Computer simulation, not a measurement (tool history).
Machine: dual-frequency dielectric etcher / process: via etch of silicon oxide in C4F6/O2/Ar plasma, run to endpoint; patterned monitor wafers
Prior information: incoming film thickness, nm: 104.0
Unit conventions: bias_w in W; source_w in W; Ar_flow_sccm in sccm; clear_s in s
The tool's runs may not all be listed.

run  hour  bias_w  source_w  Ar_flow_sccm  clear_s
  1   0.0     625       450           415   20.048
  2   5.6     662       450           415   19.481
  3  12.0     662       370           415   20.417
  4  13.8     662       370           464   20.722
  5  14.4     704       380           462   20.007
  6  20.5     737       380           461   19.760
  7  28.3     764       390           458   19.353
  8  31.3     786       400           455   18.932
  9  34.3     803       410           454   18.699

Run 10, settings as shown, results not yet in. Your forecast:
 10  36.9     817       410           453        ?

For run 10 the tool returned clear_s 18.537 s.
